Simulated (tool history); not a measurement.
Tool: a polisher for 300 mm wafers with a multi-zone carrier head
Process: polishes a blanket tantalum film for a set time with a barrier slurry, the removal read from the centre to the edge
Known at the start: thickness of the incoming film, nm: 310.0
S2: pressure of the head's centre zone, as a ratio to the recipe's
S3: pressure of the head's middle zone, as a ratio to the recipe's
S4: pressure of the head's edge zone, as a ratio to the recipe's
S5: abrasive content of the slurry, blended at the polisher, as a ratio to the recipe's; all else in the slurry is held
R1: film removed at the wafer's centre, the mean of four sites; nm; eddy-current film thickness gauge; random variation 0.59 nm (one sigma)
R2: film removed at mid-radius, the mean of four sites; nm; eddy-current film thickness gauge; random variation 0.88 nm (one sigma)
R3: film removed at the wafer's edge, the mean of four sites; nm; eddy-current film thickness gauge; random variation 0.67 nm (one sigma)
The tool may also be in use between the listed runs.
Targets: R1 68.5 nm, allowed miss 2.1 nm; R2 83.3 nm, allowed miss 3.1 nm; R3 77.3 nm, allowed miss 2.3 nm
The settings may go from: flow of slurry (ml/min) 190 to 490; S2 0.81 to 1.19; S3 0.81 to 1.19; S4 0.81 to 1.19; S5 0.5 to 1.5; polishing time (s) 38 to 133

run 1 hour=0 | flow_of_slurry_(ml/min)=315 S2=1 S3=1 S4=1 S5=1 polishing_time_(s)=85 | R1=82.022 R2=83.025 R3=82.358
run 2 hour=3.9 | flow_of_slurry_(ml/min)=310 S2=0.98 S3=1 S4=0.99 S5=1 polishing_time_(s)=85 | R1=78.961 R2=80.806 R3=82.968
run 3 hour=4.8 | flow_of_slurry_(ml/min)=310 S2=0.97 S3=1.02 S4=0.98 S5=1 polishing_time_(s)=85 | R1=78.914 R2=82.537 R3=81.558
run 4 hour=12.7 | flow_of_slurry_(ml/min)=305 S2=0.96 S3=1.03 S4=0.97 S5=1 polishing_time_(s)=85 | R1=77.667 R2=83.842 R3=82.102
run 5 hour=21.6 | flow_of_slurry_(ml/min)=305 S2=0.96 S3=1.03 S4=0.97 S5=1.15 polishing_time_(s)=85 | R1=80.884 R2=86.783 R3=85.429
run 6 hour=25.3 | flow_of_slurry_(ml/min)=305 S2=0.96 S3=1.03 S4=0.97 S5=1 polishing_time_(s)=85 | R1=77.625 R2=83.871 R3=82.548
run 7 hour=33.1 | flow_of_slurry_(ml/min)=305 S2=0.95 S3=1.04 S4=0.96 S5=1 polishing_time_(s)=85 | R1=76.003 R2=83.599 R3=81.191
run 8 hour=35.9 | flow_of_slurry_(ml/min)=305 S2=0.94 S3=1.05 S4=0.95 S5=1 polishing_time_(s)=85 | R1=76.269 R2=85.438 R3=80.698
run 9 hour=38.9 | flow_of_slurry_(ml/min)=300 S2=0.93 S3=1.05 S4=0.94 S5=1 polishing_time_(s)=85 | R1=74.258 R2=83.683 R3=80.475
run 10 hour=45.7 | flow_of_slurry_(ml/min)=295 S2=0.92 S3=1.05 S4=0.93 S5=1 polishing_time_(s)=85 | R1=74.03 R2=84.998 R3=79.159
run 11 hour=50.4 | flow_of_slurry_(ml/min)=290 S2=0.91 S3=1.05 S4=0.93 S5=1 polishing_time_(s)=85 | R1=73.278 R2=82.213 R3=79.367
run 12 hour=55.3 | flow_of_slurry_(ml/min)=290 S2=0.9 S3=1.06 S4=0.93 S5=1 polishing_time_(s)=85 | R1=72.256 R2=85.127 R3=79.706
run 13 hour=60.4 | flow_of_slurry_(ml/min)=280 S2=0.88 S3=1.06 S4=0.91 S5=1 polishing_time_(s)=85 | R1=70.907 R2=85.471 R3=78.08
run 14 hour=68.1 | flow_of_slurry_(ml/min)=280 S2=0.88 S3=1.06 S4=0.91 S5=1 polishing_time_(s)=85 | R1=71.364 R2=85.179 R3=79.6

Which of these 5 next moves meets every target?
run A hour=75.8 | flow_of_slurry_(ml/min)=235 S2=0.93 S3=1.08 S4=0.92 S5=1.05 polishing_time_(s)=83 | R1=? R2=? R3=?
run B hour=75.8 | flow_of_slurry_(ml/min)=200 S2=0.87 S3=1.06 S4=0.91 S5=1.25 polishing_time_(s)=79 | R1=? R2=? R3=?
run C hour=75.8 | flow_of_slurry_(ml/min)=250 S2=0.99 S3=1.03 S4=0.85 S5=0.95 polishing_time_(s)=81 | R1=? R2=? R3=?
run D hour=75.8 | flow_of_slurry_(ml/min)=215 S2=0.87 S3=1.19 S4=0.9 S5=1 polishing_time_(s)=85 | R1=? R2=? R3=?
run E hour=75.8 | flow_of_slurry_(ml/min)=270 S2=0.89 S3=0.97 S4=0.96 S5=0.7 polishing_time_(s)=94 | R1=? R2=? R3=?

move=A R1=72.559 R2=83.833 R3=78.643
move=B R1=67.15 R2=82.04 R3=77.781
move=C R1=73.216 R2=76.812 R3=71.828
move=D R1=67.961 R2=90.03 R3=78.015
move=E R1=67.504 R2=75.677 R3=77.912
A: further off than the last run
B: meets every target
C: further off than the last run
D: brings the result that was furthest off to its target, and leaves another outside
E: brings the result that was furthest off to its target, and leaves another outside
The right move is B.
